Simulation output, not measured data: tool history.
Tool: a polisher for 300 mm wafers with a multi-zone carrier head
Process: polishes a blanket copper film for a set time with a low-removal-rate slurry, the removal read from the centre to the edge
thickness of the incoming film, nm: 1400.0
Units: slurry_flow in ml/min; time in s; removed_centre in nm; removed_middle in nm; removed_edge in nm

run  hour  slurry_flow  centre_zone  middle_zone  edge_zone  slurry_solids  time  removed_centre  removed_middle  removed_edge
  1   0.0          135         1.00         1.00       1.00           1.00    58          195.31          197.24        201.62
  2   6.4          130         0.98         1.01       0.97           0.90    55          178.53          180.09        183.35
  3   8.1          125         0.95         1.04       0.94           0.80    53          159.11          172.60        168.67
  4   9.5          125         0.95         1.04       0.99           0.80    53          158.26          170.22        172.43
  5  11.1          125         0.94         1.05       0.96           0.75    51          151.29          162.92        157.13
  6  16.1          125         0.94         1.12       0.96           0.75    51          150.54          170.73        157.16
  7  22.3          120         0.93         1.11       0.94           0.70    50          141.97          160.55        153.99

Run 8 comes next. What will it give?
  8  24.2          130         0.97         1.18       0.88           0.50    40               ?               ?             ?

removed_centre: 114.32 nm
removed_middle: 130.38 nm
removed_edge: 112.55 nm
